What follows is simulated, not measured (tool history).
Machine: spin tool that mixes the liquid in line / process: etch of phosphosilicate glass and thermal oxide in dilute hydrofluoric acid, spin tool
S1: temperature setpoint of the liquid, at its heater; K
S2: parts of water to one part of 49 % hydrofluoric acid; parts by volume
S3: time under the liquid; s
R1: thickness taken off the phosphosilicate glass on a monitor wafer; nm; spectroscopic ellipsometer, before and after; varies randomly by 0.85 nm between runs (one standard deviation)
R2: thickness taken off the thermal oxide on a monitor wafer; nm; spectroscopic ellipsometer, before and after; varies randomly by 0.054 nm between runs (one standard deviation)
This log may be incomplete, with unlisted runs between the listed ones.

Run 1, hour 0: S1 296.15 K, S2 215 parts by volume, S3 115 s. Result: R1 51.586 nm, R2 1.8349 nm.
Run 2, hour 7.5: S1 296.15 K, S2 175 parts by volume, S3 115 s. Result: R1 66.269 nm, R2 2.3893 nm.
Run 3, hour 12.8: S1 298.15 K, S2 175 parts by volume, S3 115 s. Result: R1 72.504 nm, R2 2.6177 nm.
Run 4, hour 14.9: S1 299.65 K, S2 170 parts by volume, S3 115 s. Result: R1 78.895 nm, R2 2.8851 nm.
Run 5, hour 20.3: S1 300.65 K, S2 165 parts by volume, S3 115 s. Result: R1 86.067 nm, R2 3.0058 nm.
Run 6, hour 27.3: S1 301.15 K, S2 160 parts by volume, S3 115 s. Result: R1 89.61 nm, R2 3.1783 nm.

What does the tool deliver on the next run?
Run 7, hour 28.5: S1 301.65 K, S2 160 parts by volume, S3 115 s. Result: R1 ?, R2 ?.

R1: 91.024 nm
R2: 3.2487 nm
